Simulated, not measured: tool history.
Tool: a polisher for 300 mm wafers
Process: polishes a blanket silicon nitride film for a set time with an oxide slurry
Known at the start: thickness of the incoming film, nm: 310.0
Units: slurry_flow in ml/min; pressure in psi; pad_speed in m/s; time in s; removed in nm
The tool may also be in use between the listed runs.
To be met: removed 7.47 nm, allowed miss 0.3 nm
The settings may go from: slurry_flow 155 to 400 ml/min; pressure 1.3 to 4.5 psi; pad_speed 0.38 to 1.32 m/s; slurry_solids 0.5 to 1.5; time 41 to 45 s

run 1 hour=0 | slurry_flow=255 pressure=2.9 pad_speed=0.84 slurry_solids=1 time=45 | removed=16.913
run 2 hour=8.8 | slurry_flow=255 pressure=3.5 pad_speed=0.84 slurry_solids=1 time=45 | removed=19.916
run 3 hour=14.9 | slurry_flow=255 pressure=3.2 pad_speed=0.78 slurry_solids=1 time=45 | removed=18.161
run 4 hour=21.4 | slurry_flow=255 pressure=3 pad_speed=0.72 slurry_solids=0.95 time=45 | removed=14.922
run 5 hour=26.2 | slurry_flow=255 pressure=3 pad_speed=0.84 slurry_solids=0.95 time=45 | removed=17.377
run 6 hour=35.1 | slurry_flow=255 pressure=2.8 pad_speed=0.8 slurry_solids=0.95 time=45 | removed=15.378
run 7 hour=40.7 | slurry_flow=255 pressure=2.6 pad_speed=0.76 slurry_solids=0.95 time=45 | removed=13.697
-- hour=46.4 slurry nozzle cleaned
run 8 hour=46.4 | slurry_flow=255 pressure=2.4 pad_speed=0.74 slurry_solids=0.95 time=45 | removed=12.867
run 9 hour=47.8 | slurry_flow=255 pressure=2.3 pad_speed=0.72 slurry_solids=0.95 time=45 | removed=12.041
run 10 hour=52.2 | slurry_flow=255 pressure=2.2 pad_speed=0.7 slurry_solids=0.95 time=45 | removed=11.33
run 11 hour=58.7 | slurry_flow=255 pressure=2.1 pad_speed=0.68 slurry_solids=0.95 time=45 | removed=10.488

4 next moves are on the table. One of them brings every result within its allowed miss. Which?
run A hour=65.2 | slurry_flow=280 pressure=1.9 pad_speed=0.54 slurry_solids=0.95 time=42 | removed=?
run B hour=65.2 | slurry_flow=185 pressure=2.2 pad_speed=0.4 slurry_solids=0.8 time=43 | removed=?
run C hour=65.2 | slurry_flow=180 pressure=2.2 pad_speed=0.6 slurry_solids=0.9 time=44 | removed=?
run D hour=65.2 | slurry_flow=245 pressure=1.6 pad_speed=0.52 slurry_solids=1 time=41 | removed=?

move=A removed=7.5533
move=B removed=6.0157
move=C removed=9.1583
move=D removed=6.1787
A: meets every target
B: takes the result that was furthest off past its target
C: nearer than the last run, and not there yet
D: takes the result that was furthest off past its target
The right move is A.
